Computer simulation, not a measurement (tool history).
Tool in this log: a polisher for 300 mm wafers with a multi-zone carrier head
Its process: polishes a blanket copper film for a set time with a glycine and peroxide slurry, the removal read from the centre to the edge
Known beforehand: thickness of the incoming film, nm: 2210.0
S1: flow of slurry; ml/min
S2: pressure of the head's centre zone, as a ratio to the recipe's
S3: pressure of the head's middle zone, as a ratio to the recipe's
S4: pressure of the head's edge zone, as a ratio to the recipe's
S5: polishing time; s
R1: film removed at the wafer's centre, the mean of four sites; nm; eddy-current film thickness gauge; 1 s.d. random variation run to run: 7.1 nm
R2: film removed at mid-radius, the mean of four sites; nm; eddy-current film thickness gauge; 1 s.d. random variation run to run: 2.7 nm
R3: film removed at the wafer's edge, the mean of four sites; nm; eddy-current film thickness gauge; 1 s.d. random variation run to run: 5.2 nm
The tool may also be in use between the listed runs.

Run 1, hour 0.0: S1 255 ml/min, S2 1.00, S3 1.00, S4 1.00, S5 49 s. Result: R1 319.53 nm, R2 316.07 nm, R3 313.55 nm.
Run 2, hour 8.1: S1 260 ml/min, S2 1.02, S3 1.02, S4 1.02, S5 50 s. Result: R1 339.76 nm, R2 333.82 nm, R3 325.64 nm.
Run 3, hour 9.8: S1 205 ml/min, S2 1.02, S3 1.02, S4 1.02, S5 50 s. Result: R1 319.69 nm, R2 320.41 nm, R3 315.76 nm.
Run 4, hour 12.8: S1 205 ml/min, S2 1.02, S3 1.06, S4 1.02, S5 50 s. Result: R1 319.57 nm, R2 331.01 nm, R3 325.36 nm.
Run 5, hour 15.3: S1 205 ml/min, S2 0.99, S3 1.06, S4 1.02, S5 50 s. Result: R1 314.97 nm, R2 333.09 nm, R3 320.75 nm.
Run 6, hour 21.6: S1 205 ml/min, S2 0.99, S3 1.13, S4 1.02, S5 50 s. Result: R1 314.93 nm, R2 348.80 nm, R3 312.30 nm.
Run 7, hour 27.3: S1 215 ml/min, S2 1.02, S3 1.13, S4 1.04, S5 51 s. Result: R1 336.13 nm, R2 359.02 nm, R3 333.03 nm.
Run 8, hour 34.8: S1 230 ml/min, S2 1.04, S3 1.14, S4 1.05, S5 52 s. Result: R1 347.44 nm, R2 371.33 nm, R3 339.93 nm.
Run 9, hour 40.1: S1 245 ml/min, S2 1.06, S3 1.14, S4 1.06, S5 53 s. Result: R1 364.15 nm, R2 383.26 nm, R3 350.07 nm.
Run 10, hour 41.9: S1 255 ml/min, S2 1.08, S3 1.13, S4 1.07, S5 54 s. Result: R1 382.47 nm, R2 386.92 nm, R3 353.97 nm.

What will run 11 give?
Run 11, hour 44.7: S1 255 ml/min, S2 1.09, S3 1.13, S4 1.08, S5 55 s. Result: R1 ?, R2 ?, R3 ?.

Logged for run 11: R1 396.57 nm, R2 393.70 nm, R3 359.73 nm.
